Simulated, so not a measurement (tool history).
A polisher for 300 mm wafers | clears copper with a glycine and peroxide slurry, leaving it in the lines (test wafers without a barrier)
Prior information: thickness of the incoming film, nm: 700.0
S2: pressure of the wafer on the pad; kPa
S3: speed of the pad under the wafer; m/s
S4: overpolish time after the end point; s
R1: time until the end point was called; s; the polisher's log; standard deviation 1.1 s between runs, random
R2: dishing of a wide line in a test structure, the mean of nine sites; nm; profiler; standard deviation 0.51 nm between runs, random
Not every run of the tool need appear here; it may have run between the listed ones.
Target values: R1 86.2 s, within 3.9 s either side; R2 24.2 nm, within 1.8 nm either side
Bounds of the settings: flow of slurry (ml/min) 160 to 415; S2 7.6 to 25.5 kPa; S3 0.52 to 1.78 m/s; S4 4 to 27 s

run 1 hour=0 | flow_of_slurry_(ml/min)=265 S2=16.5 S3=1.14 S4=14 | R1=152.04 R2=43.656
run 2 hour=6.2 | flow_of_slurry_(ml/min)=265 S2=16.5 S3=1 S4=14 | R1=164.35 R2=39.053
run 3 hour=13.7 | flow_of_slurry_(ml/min)=300 S2=18.6 S3=1 S4=12 | R1=149.31 R2=38.911
run 4 hour=21.2 | flow_of_slurry_(ml/min)=300 S2=18.6 S3=1 S4=9 | R1=149.19 R2=32.168
run 5 hour=24 | flow_of_slurry_(ml/min)=300 S2=15.2 S3=1 S4=9 | R1=171.13 R2=26.663
run 6 hour=28.4 | flow_of_slurry_(ml/min)=300 S2=12.4 S3=1 S4=9 | R1=203.14 R2=22.647
run 7 hour=32.8 | flow_of_slurry_(ml/min)=330 S2=13.8 S3=1.16 S4=8 | R1=171.18 R2=23.078
run 8 hour=33.4 | flow_of_slurry_(ml/min)=350 S2=15.2 S3=1.32 S4=7 | R1=142.8 R2=24.924

Below are 5 possible settings for the next run. Only one of them brings all results inside the allowed miss of their targets. Which is it?
run A hour=34 | flow_of_slurry_(ml/min)=315 S2=11.7 S3=0.84 S4=13 | R1=? R2=?
run B hour=34 | flow_of_slurry_(ml/min)=355 S2=11 S3=0.98 S4=11 | R1=? R2=?
run C hour=34 | flow_of_slurry_(ml/min)=370 S2=20 S3=1.78 S4=4 | R1=? R2=?
run D hour=34 | flow_of_slurry_(ml/min)=295 S2=8.3 S3=0.9 S4=15 | R1=? R2=?
run E hour=34 | flow_of_slurry_(ml/min)=330 S2=8.3 S3=0.78 S4=18 | R1=? R2=?

move=A R1=241.16 R2=26.883
move=B R1=225.79 R2=24.449
move=C R1=87.47 R2=23.329
move=D R1=294.69 R2=25.253
move=E R1=316.91 R2=27.915
A: further off than the last run
B: further off than the last run
C: all results land within tolerance of their targets
D: further off than the last run
E: further off than the last run
The move that meets every target is C.
